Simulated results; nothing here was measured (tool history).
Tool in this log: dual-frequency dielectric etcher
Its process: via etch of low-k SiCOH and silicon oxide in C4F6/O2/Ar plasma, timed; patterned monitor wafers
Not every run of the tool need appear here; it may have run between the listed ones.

run	hour	source power (W)	bias power (W)	etch time (s)	mean etch depth across the wafer (nm)
1	0.0	410	256	31.5	94.601
2	1.5	410	256	29.0	88.143
3	8.9	390	251	29.0	85.834
4	14.4	380	248	29.0	84.637
5	15.6	370	245	29.0	83.130
6	22.2	410	245	29.0	86.400
7	30.4	400	242	29.0	85.178
8	38.9	390	239	29.0	83.938
9	41.2	380	237	29.0	82.447

What does the tool deliver on the next run?
10	45.1	370	236	29.0	?

mean etch depth across the wafer (nm): 82.727
